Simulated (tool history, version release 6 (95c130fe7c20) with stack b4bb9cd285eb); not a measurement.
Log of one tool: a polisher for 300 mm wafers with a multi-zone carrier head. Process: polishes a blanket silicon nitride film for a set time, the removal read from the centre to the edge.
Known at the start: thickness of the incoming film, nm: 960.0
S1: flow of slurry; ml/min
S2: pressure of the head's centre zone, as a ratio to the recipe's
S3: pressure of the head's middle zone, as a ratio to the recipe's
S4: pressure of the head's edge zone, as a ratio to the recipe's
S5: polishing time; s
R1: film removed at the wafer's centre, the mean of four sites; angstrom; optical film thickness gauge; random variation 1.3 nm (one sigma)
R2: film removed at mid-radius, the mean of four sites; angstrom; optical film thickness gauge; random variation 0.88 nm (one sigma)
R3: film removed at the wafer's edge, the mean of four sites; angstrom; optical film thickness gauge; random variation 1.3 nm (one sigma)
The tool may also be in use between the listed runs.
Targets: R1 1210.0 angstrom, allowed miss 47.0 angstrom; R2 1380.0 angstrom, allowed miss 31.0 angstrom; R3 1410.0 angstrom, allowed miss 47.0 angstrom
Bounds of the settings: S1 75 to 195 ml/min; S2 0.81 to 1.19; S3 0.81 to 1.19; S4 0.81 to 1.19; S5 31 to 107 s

Run 1, hour 0.0: S1 125 ml/min, S2 1.00, S3 1.00, S4 1.00, S5 69 s. Result: R1 1635.9 angstrom, R2 1618.8 angstrom, R3 1555.6 angstrom.
Run 2, hour 8.7: S1 125 ml/min, S2 1.00, S3 0.92, S4 1.00, S5 69 s. Result: R1 1620.3 angstrom, R2 1506.0 angstrom, R3 1612.1 angstrom.
Run 3, hour 16.5: S1 125 ml/min, S2 1.00, S3 0.98, S4 1.00, S5 69 s. Result: R1 1639.5 angstrom, R2 1580.3 angstrom, R3 1562.4 angstrom.
Run 4, hour 21.6: S1 115 ml/min, S2 0.97, S3 0.97, S4 0.99, S5 69 s. Result: R1 1545.8 angstrom, R2 1524.3 angstrom, R3 1546.3 angstrom.
Run 5, hour 23.7: S1 115 ml/min, S2 0.97, S3 1.04, S4 0.99, S5 69 s. Result: R1 1527.3 angstrom, R2 1615.1 angstrom, R3 1569.8 angstrom.
Run 6, hour 29.8: S1 115 ml/min, S2 0.97, S3 0.99, S4 0.99, S5 69 s. Result: R1 1528.0 angstrom, R2 1580.0 angstrom, R3 1522.9 angstrom.
Run 7, hour 38.4: S1 110 ml/min, S2 0.95, S3 0.97, S4 1.00, S5 69 s. Result: R1 1483.8 angstrom, R2 1509.8 angstrom, R3 1526.2 angstrom.
Run 8, hour 44.7: S1 105 ml/min, S2 0.93, S3 0.97, S4 1.00, S5 69 s. Result: R1 1445.5 angstrom, R2 1508.1 angstrom, R3 1538.9 angstrom.
Run 9, hour 47.4: S1 100 ml/min, S2 0.91, S3 0.97, S4 0.99, S5 69 s. Result: R1 1374.8 angstrom, R2 1488.8 angstrom, R3 1521.2 angstrom.
Run 10, hour 51.7: S1 95 ml/min, S2 0.90, S3 0.97, S4 0.98, S5 69 s. Result: R1 1346.1 angstrom, R2 1460.7 angstrom, R3 1495.4 angstrom.
Run 11, hour 56.4: S1 90 ml/min, S2 0.89, S3 0.97, S4 0.97, S5 69 s. Result: R1 1289.8 angstrom, R2 1435.1 angstrom, R3 1443.4 angstrom.

4 next moves are on the table. One of them brings every result within its allowed miss. Which?
Run A, hour 61.1: S1 120 ml/min, S2 0.93, S3 1.06, S4 0.89, S5 60 s. Result: R1 ?, R2 ?, R3 ?.
Run B, hour 61.1: S1 85 ml/min, S2 0.86, S3 0.97, S4 0.98, S5 68 s. Result: R1 ?, R2 ?, R3 ?.
Run C, hour 61.1: S1 75 ml/min, S2 0.87, S3 0.91, S4 0.96, S5 70 s. Result: R1 ?, R2 ?, R3 ?.
Run D, hour 61.1: S1 75 ml/min, S2 0.81, S3 0.92, S4 1.16, S5 70 s. Result: R1 ?, R2 ?, R3 ?.

move      R1      R2      R3
   A  1312.0  1461.7  1286.6
   B  1220.1  1388.5  1421.2
   C  1196.6  1293.6  1404.0
   D  1118.6  1304.5  1541.9
A: further off than the last run
B: meets every target
C: takes the result that was furthest off past its target
D: takes the result that was furthest off past its target
Move B is the one to make.

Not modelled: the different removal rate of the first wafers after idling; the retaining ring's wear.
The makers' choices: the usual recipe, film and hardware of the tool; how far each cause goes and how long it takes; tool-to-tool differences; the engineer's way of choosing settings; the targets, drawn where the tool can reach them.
